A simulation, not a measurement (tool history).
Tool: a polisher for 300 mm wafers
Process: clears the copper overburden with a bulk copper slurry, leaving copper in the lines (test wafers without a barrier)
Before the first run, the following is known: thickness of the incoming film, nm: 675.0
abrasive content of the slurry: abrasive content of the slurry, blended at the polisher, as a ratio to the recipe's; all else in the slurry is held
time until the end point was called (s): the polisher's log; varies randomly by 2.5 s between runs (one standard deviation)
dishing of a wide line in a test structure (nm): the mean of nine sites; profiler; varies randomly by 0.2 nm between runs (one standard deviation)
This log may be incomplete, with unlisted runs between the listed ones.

run,hour,flow of slurry (ml/min),pressure of the wafer on the pad (kPa),speed of the pad under the wafer (cm/s),abrasive content of the slurry,overpolish time after the end point (s),time until the end point was called (s),dishing of a wide line in a test structure (nm)
1,0,155,11.7,98,1,18,163.29,44.691
2,5.2,155,11,98,1,16,169.99,38.035
3,13,155,11,98,0.8,16,182.06,37.298
4,15.8,125,11,98,0.8,16,190.99,34.36
5,20.2,125,13.1,98,0.8,16,168.63,38.115
6,24.7,125,13.1,82,0.8,16,200.16,34.382
7,32.6,120,11.7,86,0.75,14,212.31,28.255
8,35.1,115,11,88,0.8,13,218.74,25.929
9,36.7,110,10.3,88,0.9,12,220.05,25.194
10,45.1,110,9.7,92,0.85,11,226.04,22.193
11,53.1,110,9,96,0.8,10,232.99,19.105
12,56.6,95,5.5,124,0.55,5,393.85,5.9442
13,64.2,105,6.2,126,0.55,5,353.04,6.5019
14,71.6,115,6.2,126,0.55,5,351.2,6.8281

The next listed run, before its measurement:
15,78.5,120,6.2,128,0.55,5,?,?

time until the end point was called (s): 337.55
dishing of a wide line in a test structure (nm): 7.1222
